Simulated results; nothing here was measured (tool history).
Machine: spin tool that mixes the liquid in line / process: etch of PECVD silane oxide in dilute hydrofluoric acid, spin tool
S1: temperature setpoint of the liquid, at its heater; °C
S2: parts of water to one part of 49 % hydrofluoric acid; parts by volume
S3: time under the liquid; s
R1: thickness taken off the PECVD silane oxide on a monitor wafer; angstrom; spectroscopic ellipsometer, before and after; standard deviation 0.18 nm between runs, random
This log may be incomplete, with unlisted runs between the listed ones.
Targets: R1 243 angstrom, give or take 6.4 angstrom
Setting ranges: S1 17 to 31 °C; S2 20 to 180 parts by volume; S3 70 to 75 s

{"run": 1, "day": 0.0, "S1": 23, "S2": 100, "S3": 70, "R1": 297.04}
{"run": 2, "day": 0.321, "S1": 24.5, "S2": 100, "S3": 70, "R1": 314.61}
{"run": 3, "day": 0.408, "S1": 22.5, "S2": 100, "S3": 70, "R1": 291.94}
{"run": 4, "day": 0.488, "S1": 21.5, "S2": 100, "S3": 70, "R1": 278.06}
{"run": 5, "day": 0.704, "S1": 21, "S2": 100, "S3": 70, "R1": 276.41}
{"run": 6, "day": 0.962, "S1": 21, "S2": 100, "S3": 75, "R1": 290.02}
{"run": 7, "day": 1.308, "S1": 20, "S2": 100, "S3": 75, "R1": 281.63}
{"run": 8, "day": 1.421, "S1": 17, "S2": 105, "S3": 75, "R1": 235.5}

Exercise: of the 4 proposed moves below, exactly one satisfies all targets within the stated allowed misses. Which move is it?
{"run": "A", "day": 1.533, "S1": 19, "S2": 105, "S3": 75, "R1": "?"}
{"run": "B", "day": 1.533, "S1": 17.5, "S2": 110, "S3": 75, "R1": "?"}
{"run": "C", "day": 1.533, "S1": 17.5, "S2": 105, "S3": 75, "R1": "?"}
{"run": "D", "day": 1.533, "S1": 17, "S2": 105, "S3": 70, "R1": "?"}

move=A R1=255.48
move=B R1=227.93
move=C R1=240.03
move=D R1=219.38
A: takes the biggest miss from the last run beyond its target
B: moves away from the targets compared with the last run
C: meets every target
D: moves away from the targets compared with the last run
Move C is the one to make.
